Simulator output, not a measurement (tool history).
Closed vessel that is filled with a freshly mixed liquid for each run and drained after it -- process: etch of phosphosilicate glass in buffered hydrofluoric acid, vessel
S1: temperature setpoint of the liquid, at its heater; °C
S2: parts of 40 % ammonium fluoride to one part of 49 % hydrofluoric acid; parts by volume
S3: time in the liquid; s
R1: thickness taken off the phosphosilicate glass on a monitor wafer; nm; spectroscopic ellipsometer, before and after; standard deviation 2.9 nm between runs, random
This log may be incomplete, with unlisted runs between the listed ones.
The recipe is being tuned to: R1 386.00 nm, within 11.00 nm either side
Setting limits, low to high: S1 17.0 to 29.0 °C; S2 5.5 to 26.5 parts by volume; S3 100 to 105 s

run	hour	S1	S2	S3	R1
1	0.0	21.0	16.0	100	474.56
2	6.7	20.5	16.0	100	464.45
3	11.4	20.0	16.0	100	455.05
4	14.3	19.5	16.0	100	437.01
5	17.9	19.0	16.0	100	418.63
6	21.0	19.0	16.0	105	439.34
7	25.6	18.0	16.0	105	422.14
8	33.5	17.5	16.0	105	406.73
9	35.9	17.0	16.0	105	399.32
10	43.1	17.0	16.0	105	402.07

Which of these 5 next moves meets every target?
A	50.3	17.0	17.5	105	?
B	50.3	18.0	17.5	105	?
C	50.3	18.0	16.0	105	?
D	50.3	17.5	18.0	105	?
E	50.3	17.0	16.5	100	?

move	R1
A	363.02
B	384.33
C	419.85
D	363.30
E	366.41
A: carries the result that was furthest off beyond its target, to the other side
B: every result lands within tolerance
C: its largest miss is bigger than the last run's
D: carries the result that was furthest off beyond its target, to the other side
E: carries the result that was furthest off beyond its target, to the other side
Move B is the one to make.
